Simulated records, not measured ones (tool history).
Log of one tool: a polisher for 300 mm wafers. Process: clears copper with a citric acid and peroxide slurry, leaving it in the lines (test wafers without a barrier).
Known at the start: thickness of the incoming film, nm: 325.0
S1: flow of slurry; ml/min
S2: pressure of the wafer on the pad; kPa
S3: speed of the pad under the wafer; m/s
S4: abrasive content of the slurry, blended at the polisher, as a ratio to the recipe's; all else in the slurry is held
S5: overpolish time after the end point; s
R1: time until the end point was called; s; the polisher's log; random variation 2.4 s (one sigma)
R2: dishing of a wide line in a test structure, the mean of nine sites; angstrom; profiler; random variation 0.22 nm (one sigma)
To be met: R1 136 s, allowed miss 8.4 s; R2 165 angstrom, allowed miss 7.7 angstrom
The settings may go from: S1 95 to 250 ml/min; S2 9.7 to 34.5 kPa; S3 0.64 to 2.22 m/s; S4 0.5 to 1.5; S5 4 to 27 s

run	hour	S1	S2	S3	S4	S5	R1	R2
1	0	160	22.1	1.42	1	14	104.5	239.02
2	3.3	160	20	1.42	1	13	105.87	217.48
3	8.8	160	22.8	1.42	1	13	102.04	235.98
4	16.2	160	22.8	1.42	1	8	99.153	161.94
5	22.9	160	20.7	1.38	1	9	110.57	168.83
6	23.9	160	20.7	1.38	1	4	106.38	84.158
7	30.4	155	22.1	1.24	1	6	113.76	113.48
8	38.9	150	26.9	0.84	1.05	8	132.93	132.79
9	46.8	150	27.6	0.82	1.05	9	124.94	145.32
10	49.4	150	26.9	0.8	1.05	10	132.7	154.79

5 next moves are on the table. One of them brings every result within its allowed miss. Which?
A	52	145	27.6	0.78	1.05	11	?	?
B	52	145	29.6	0.74	0.95	13	?	?
C	52	160	22.1	0.72	1.3	14	?	?
D	52	155	26.2	0.98	0.95	10	?	?
E	52	205	27.6	0.7	1.15	12	?	?

move	R1	R2
A	132.08	164.68
B	132.25	187.49
C	152.83	177.19
D	118.99	165.71
E	132.67	175.78
A: meets every target
B: takes the result that was furthest off past its target
C: takes the result that was furthest off past its target
D: brings the result that was furthest off to its target, and leaves another outside
E: takes the result that was furthest off past its target
The right move is A.
